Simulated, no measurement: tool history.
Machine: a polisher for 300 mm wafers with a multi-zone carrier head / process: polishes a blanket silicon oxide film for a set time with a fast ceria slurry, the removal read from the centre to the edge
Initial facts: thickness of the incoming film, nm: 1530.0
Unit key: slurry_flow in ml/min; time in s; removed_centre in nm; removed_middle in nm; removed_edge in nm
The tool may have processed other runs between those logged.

Run 1, hour 0: slurry_flow 300 ml/min, centre_zone 1, middle_zone 1, edge_zone 1, time 28 s. Result: removed_centre 450.74 nm, removed_middle 453.74 nm, removed_edge 475.8 nm.
Run 2, hour 1.5: slurry_flow 310 ml/min, centre_zone 1.04, middle_zone 1.02, edge_zone 1.04, time 30 s. Result: removed_centre 505.36 nm, removed_middle 506.72 nm, removed_edge 521.74 nm.
Run 3, hour 3.7: slurry_flow 310 ml/min, centre_zone 1.11, middle_zone 1.02, edge_zone 1.04, time 30 s. Result: removed_centre 543.44 nm, removed_middle 517.42 nm, removed_edge 519.38 nm.
Run 4, hour 9.7: slurry_flow 310 ml/min, centre_zone 1.07, middle_zone 1.02, edge_zone 1.04, time 30 s. Result: removed_centre 514.09 nm, removed_middle 496.76 nm, removed_edge 519.21 nm.
At hour 16.2: edge zone pressure recalibrated.
Run 5, hour 16.2: slurry_flow 320 ml/min, centre_zone 1.1, middle_zone 1.03, edge_zone 1.06, time 32 s. Result: removed_centre 579.72 nm, removed_middle 559.1 nm, removed_edge 538.36 nm.
Run 6, hour 24.6: slurry_flow 320 ml/min, centre_zone 1.1, middle_zone 0.98, edge_zone 1.06, time 32 s. Result: removed_centre 570.96 nm, removed_middle 523.91 nm, removed_edge 537.63 nm.
Run 7, hour 29.7: slurry_flow 295 ml/min, centre_zone 1.1, middle_zone 0.98, edge_zone 1.08, time 34 s. Result: removed_centre 601.95 nm, removed_middle 555.95 nm, removed_edge 577 nm.
Run 8, hour 31: slurry_flow 270 ml/min, centre_zone 1.11, middle_zone 0.98, edge_zone 1.09, time 36 s. Result: removed_centre 627.16 nm, removed_middle 589.1 nm, removed_edge 606.14 nm.

Forecast run 9:
Run 9, hour 36.9: slurry_flow 295 ml/min, centre_zone 1.11, middle_zone 0.97, edge_zone 1.11, time 37 s. Result: removed_centre ?, removed_middle ?, removed_edge ?.

Run 9 gave removed_centre 662.43 nm, removed_middle 601.26 nm, removed_edge 641.75 nm.
